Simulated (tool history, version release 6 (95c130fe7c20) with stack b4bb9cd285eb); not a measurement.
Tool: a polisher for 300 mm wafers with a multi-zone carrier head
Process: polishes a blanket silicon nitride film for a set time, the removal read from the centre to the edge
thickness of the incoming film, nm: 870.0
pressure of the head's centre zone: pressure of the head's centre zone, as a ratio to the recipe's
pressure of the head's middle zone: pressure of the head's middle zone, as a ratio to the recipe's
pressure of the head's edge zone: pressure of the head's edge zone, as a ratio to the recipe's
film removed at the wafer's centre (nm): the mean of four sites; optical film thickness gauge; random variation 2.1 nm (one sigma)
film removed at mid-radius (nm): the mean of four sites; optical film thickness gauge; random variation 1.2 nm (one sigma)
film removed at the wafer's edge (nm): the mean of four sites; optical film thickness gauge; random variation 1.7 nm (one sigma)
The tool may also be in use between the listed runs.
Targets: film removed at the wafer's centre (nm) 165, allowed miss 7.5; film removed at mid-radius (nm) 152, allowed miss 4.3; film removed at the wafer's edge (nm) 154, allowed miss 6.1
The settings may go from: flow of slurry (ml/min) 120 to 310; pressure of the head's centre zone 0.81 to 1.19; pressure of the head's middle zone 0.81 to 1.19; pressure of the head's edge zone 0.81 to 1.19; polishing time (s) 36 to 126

run,hour,flow of slurry (ml/min),pressure of the head's centre zone,pressure of the head's middle zone,pressure of the head's edge zone,polishing time (s),film removed at the wafer's centre (nm),film removed at mid-radius (nm),film removed at the wafer's edge (nm)
1,0,200,1,1,1,81,245.55,251.26,238.77
2,2.6,200,1,1,1.05,81,244.07,247.56,252.05
3,6.8,190,0.99,0.96,1.01,74,220.44,220.43,225.51
4,9.8,190,1.07,0.96,1.01,74,236.32,218.96,217.07
5,11.8,170,1.07,0.96,1.01,74,226.99,215.69,214.12
6,15.8,160,1.06,0.93,0.98,68,207.14,193.62,194.33
7,22.5,155,1.05,0.91,0.95,65,193.84,184.02,183.29
8,30,150,1.05,0.89,0.93,62,187.21,170.95,173.38
9,38.9,145,1.04,0.88,0.91,61,177.65,168.36,167.58
10,42.9,140,1.04,0.86,0.9,60,174.62,161.51,163.37
11,51.6,135,1.04,0.85,0.89,60,169.33,157.24,161.7
12,60.1,135,1.04,0.85,0.88,60,172.28,157.85,159.83
13,63.9,135,1.04,0.84,0.87,60,173.74,158.34,155.74

4 next moves are on the table. One of them brings every result within its allowed miss. Which?
A,67.7,125,1.05,0.86,0.88,59,?,?,?
B,67.7,170,0.98,0.98,1.01,52,?,?,?
C,67.7,120,1.03,0.86,1.01,55,?,?,?
D,67.7,135,1.07,0.81,1.15,56,?,?,?

move,film removed at the wafer's centre (nm),film removed at mid-radius (nm),film removed at the wafer's edge (nm)
A,167.27,154.06,151.61
B,151.21,155.52,149.97
C,151.4,141.9,149.53
D,165.09,145.17,166.3
A: meets every target
B: brings the result that was furthest off to its target, and leaves another outside
C: takes the result that was furthest off past its target
D: takes the result that was furthest off past its target
Move A is the one to make.

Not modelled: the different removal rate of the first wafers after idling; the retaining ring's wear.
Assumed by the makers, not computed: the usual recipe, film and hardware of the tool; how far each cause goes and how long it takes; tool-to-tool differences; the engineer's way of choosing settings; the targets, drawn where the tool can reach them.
